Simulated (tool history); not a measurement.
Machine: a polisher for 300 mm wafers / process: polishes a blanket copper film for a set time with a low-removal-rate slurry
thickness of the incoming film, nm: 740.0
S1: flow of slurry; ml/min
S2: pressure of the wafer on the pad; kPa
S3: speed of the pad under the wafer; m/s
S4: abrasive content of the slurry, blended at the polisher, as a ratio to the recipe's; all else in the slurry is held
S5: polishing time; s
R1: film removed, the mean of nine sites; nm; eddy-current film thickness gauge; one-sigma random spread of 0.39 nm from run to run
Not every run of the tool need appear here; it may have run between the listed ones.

run,hour,S1,S2,S3,S4,S5,R1
1,0.0,195,22.1,0.84,1.0,34,93.431
2,7.1,195,22.1,0.84,0.8,34,86.719
3,11.6,195,22.1,0.70,0.8,34,73.876
4,12.8,190,19.3,0.70,0.8,34,64.703
5,19.6,185,17.2,0.70,0.8,34,57.471
6,27.8,185,17.2,0.70,0.8,31,52.598

For run 7, what comes out?
7,31.2,180,16.5,0.70,0.8,31,?

{"run 7": {"R1": 50.482}}

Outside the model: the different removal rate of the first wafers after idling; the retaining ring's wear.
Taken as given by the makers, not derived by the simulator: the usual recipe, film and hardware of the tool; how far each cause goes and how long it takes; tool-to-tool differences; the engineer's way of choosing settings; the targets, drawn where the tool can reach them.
